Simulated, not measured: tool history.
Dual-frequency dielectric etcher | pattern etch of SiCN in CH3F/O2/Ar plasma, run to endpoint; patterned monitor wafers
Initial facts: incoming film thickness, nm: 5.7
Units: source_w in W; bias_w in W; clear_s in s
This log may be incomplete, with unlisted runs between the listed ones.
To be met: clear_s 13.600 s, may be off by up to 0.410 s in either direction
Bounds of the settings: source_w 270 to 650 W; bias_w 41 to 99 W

run 1 day=0.000 | source_w=460 bias_w=70 | clear_s=15.132
run 2 day=0.050 | source_w=460 bias_w=62 | clear_s=15.945
run 3 day=0.346 | source_w=480 bias_w=63 | clear_s=15.600
run 4 day=0.629 | source_w=500 bias_w=64 | clear_s=15.391
run 5 day=0.817 | source_w=500 bias_w=73 | clear_s=14.896
run 6 day=1.138 | source_w=510 bias_w=75 | clear_s=14.458
run 7 day=1.442 | source_w=520 bias_w=76 | clear_s=14.292
run 8 day=1.517 | source_w=520 bias_w=76 | clear_s=14.227

Pick the move, out of 4, that brings all results within their allowed miss; only one does.
run A day=1.592 | source_w=470 bias_w=67 | clear_s=?
run B day=1.592 | source_w=480 bias_w=64 | clear_s=?
run C day=1.592 | source_w=650 bias_w=69 | clear_s=?
run D day=1.592 | source_w=380 bias_w=86 | clear_s=?

move=A clear_s=15.143
move=B clear_s=15.272
move=C clear_s=13.470
move=D clear_s=14.838
A: lands further from the targets than the last run did
B: lands further from the targets than the last run did
C: all results land within tolerance of their targets
D: lands further from the targets than the last run did
Go with C: it meets all targets.

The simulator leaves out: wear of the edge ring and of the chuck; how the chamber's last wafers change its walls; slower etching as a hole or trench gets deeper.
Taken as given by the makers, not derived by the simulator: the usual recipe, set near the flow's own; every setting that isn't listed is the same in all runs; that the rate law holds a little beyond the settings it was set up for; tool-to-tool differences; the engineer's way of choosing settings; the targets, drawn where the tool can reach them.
